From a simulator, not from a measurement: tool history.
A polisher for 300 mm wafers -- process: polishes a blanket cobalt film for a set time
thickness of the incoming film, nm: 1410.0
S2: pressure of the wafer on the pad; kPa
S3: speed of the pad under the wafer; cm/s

{"run": 1, "hour": 0.0, "flow of slurry (ml/min)": 165, "S2": 16.5, "S3": 88, "polishing time (s)": 97, "film removed (nm)": 556.62}
{"run": 2, "hour": 7.5, "flow of slurry (ml/min)": 165, "S2": 16.5, "S3": 96, "polishing time (s)": 97, "film removed (nm)": 603.88}
{"run": 3, "hour": 13.5, "flow of slurry (ml/min)": 165, "S2": 16.5, "S3": 104, "polishing time (s)": 97, "film removed (nm)": 640.67}
{"run": 4, "hour": 19.2, "flow of slurry (ml/min)": 160, "S2": 14.5, "S3": 100, "polishing time (s)": 97, "film removed (nm)": 547.41}
{"run": 5, "hour": 22.6, "flow of slurry (ml/min)": 160, "S2": 11.7, "S3": 100, "polishing time (s)": 97, "film removed (nm)": 445.6}
{"run": 6, "hour": 28.6, "flow of slurry (ml/min)": 160, "S2": 13.8, "S3": 100, "polishing time (s)": 97, "film removed (nm)": 531.5}
{"run": 7, "hour": 31.8, "flow of slurry (ml/min)": 160, "S2": 12.4, "S3": 96, "polishing time (s)": 97, "film removed (nm)": 463.06}
{"run": 8, "hour": 38.2, "flow of slurry (ml/min)": 160, "S2": 11, "S3": 94, "polishing time (s)": 97, "film removed (nm)": 401.07}
{"run": 9, "hour": 41.0, "flow of slurry (ml/min)": 160, "S2": 10.3, "S3": 94, "polishing time (s)": 97, "film removed (nm)": 367.49}
{"run": 10, "hour": 48.7, "flow of slurry (ml/min)": 160, "S2": 10.3, "S3": 94, "polishing time (s)": 97, "film removed (nm)": 375.49}

Forecast run 11:
{"run": 11, "hour": 56.0, "flow of slurry (ml/min)": 160, "S2": 9.7, "S3": 94, "polishing time (s)": 97, "film removed (nm)": "?"}

{"run 11": {"film removed (nm)": 349.34}}
